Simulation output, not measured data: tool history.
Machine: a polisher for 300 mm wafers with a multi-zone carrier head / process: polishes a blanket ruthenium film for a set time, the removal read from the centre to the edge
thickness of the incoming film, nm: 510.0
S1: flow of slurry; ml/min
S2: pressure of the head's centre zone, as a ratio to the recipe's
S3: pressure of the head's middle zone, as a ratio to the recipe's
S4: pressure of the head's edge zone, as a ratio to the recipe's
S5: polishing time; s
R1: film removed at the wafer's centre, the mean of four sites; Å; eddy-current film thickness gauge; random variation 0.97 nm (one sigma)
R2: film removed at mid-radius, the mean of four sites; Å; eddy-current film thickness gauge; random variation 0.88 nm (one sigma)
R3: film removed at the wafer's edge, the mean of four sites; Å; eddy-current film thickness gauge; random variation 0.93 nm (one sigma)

| run | hour | S1 | S2 | S3 | S4 | S5 | R1 | R2 | R3 |
|---|---|---|---|---|---|---|---|---|---|
| 1 | 0.0 | 205 | 1.00 | 1.00 | 1.00 | 56 | 755.72 | 769.61 | 768.40 |
| 2 | 3.7 | 205 | 1.00 | 1.00 | 1.00 | 65 | 885.57 | 879.92 | 879.02 |
| 3 | 5.1 | 200 | 1.00 | 0.97 | 0.99 | 62 | 837.93 | 807.59 | 834.93 |
| 4 | 13.7 | 200 | 1.00 | 1.03 | 0.99 | 62 | 833.44 | 885.23 | 833.55 |
| 5 | 16.4 | 200 | 1.00 | 1.09 | 0.99 | 62 | 828.23 | 884.43 | 842.37 |
| 6 | 20.7 | 195 | 1.01 | 1.05 | 1.01 | 59 | 792.11 | 847.81 | 818.61 |

Estimate the outcome of run 7 from the log above:
| 7 | 27.4 | 205 | 1.11 | 0.95 | 1.06 | 43 | ? | ? | ? |

{"run 7": {"R1": 653.97, "R2": 566.12, "R3": 609.83}}
